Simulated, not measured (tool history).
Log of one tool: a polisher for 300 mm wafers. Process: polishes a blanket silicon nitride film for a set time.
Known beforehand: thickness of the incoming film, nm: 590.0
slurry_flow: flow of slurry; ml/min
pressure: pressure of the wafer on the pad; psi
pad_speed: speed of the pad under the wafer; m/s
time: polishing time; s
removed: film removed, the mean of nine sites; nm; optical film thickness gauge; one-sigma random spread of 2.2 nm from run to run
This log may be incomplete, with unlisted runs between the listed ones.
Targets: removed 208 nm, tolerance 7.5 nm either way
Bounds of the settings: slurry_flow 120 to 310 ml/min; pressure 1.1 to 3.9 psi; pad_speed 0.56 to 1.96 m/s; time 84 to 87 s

Run 1, hour 0: slurry_flow 200 ml/min, pressure 2.5 psi, pad_speed 1.26 m/s, time 84 s. Result: removed 127.29 nm.
Run 2, hour 5.9: slurry_flow 245 ml/min, pressure 2.5 psi, pad_speed 1.26 m/s, time 84 s. Result: removed 128.67 nm.
Run 3, hour 14.6: slurry_flow 245 ml/min, pressure 2.5 psi, pad_speed 1.26 m/s, time 87 s. Result: removed 135.09 nm.
Run 4, hour 18.3: slurry_flow 245 ml/min, pressure 2.1 psi, pad_speed 1.26 m/s, time 87 s. Result: removed 115.11 nm.
Run 5, hour 24.9: slurry_flow 225 ml/min, pressure 2.1 psi, pad_speed 1.26 m/s, time 87 s. Result: removed 112.23 nm.
Run 6, hour 27.2: slurry_flow 250 ml/min, pressure 2.1 psi, pad_speed 1.26 m/s, time 87 s. Result: removed 115.12 nm.
Run 7, hour 33.9: slurry_flow 250 ml/min, pressure 2.5 psi, pad_speed 1.28 m/s, time 87 s. Result: removed 138.47 nm.
Run 8, hour 35.5: slurry_flow 255 ml/min, pressure 3.2 psi, pad_speed 1.3 m/s, time 87 s. Result: removed 177.28 nm.
Run 9, hour 37.7: slurry_flow 255 ml/min, pressure 3.3 psi, pad_speed 1.3 m/s, time 87 s. Result: removed 180.41 nm.
Run 10, hour 41.6: slurry_flow 255 ml/min, pressure 3.4 psi, pad_speed 1.3 m/s, time 87 s. Result: removed 184.96 nm.
Run 11, hour 47.9: slurry_flow 255 ml/min, pressure 3.5 psi, pad_speed 1.3 m/s, time 87 s. Result: removed 189.85 nm.
Run 12, hour 53.7: slurry_flow 255 ml/min, pressure 3.6 psi, pad_speed 1.3 m/s, time 87 s. Result: removed 200.78 nm.

5 next moves are on the table. One of them brings every result within its allowed miss. Which?
Run A, hour 59.5: slurry_flow 265 ml/min, pressure 3.9 psi, pad_speed 1.22 m/s, time 84 s. Result: removed ?.
Run B, hour 59.5: slurry_flow 260 ml/min, pressure 3.6 psi, pad_speed 1.22 m/s, time 87 s. Result: removed ?.
Run C, hour 59.5: slurry_flow 240 ml/min, pressure 3.5 psi, pad_speed 1.32 m/s, time 85 s. Result: removed ?.
Run D, hour 59.5: slurry_flow 260 ml/min, pressure 3.6 psi, pad_speed 1.3 m/s, time 84 s. Result: removed ?.
Run E, hour 59.5: slurry_flow 280 ml/min, pressure 3.6 psi, pad_speed 1.4 m/s, time 86 s. Result: removed ?.

move  removed
   A   193.55
   B   185.08
   C   185.99
   D   187.81
   E   204.89
A: lands further from the targets than the last run did
B: lands further from the targets than the last run did
C: lands further from the targets than the last run did
D: lands further from the targets than the last run did
E: each result inside its tolerance
Move E is the one to make.
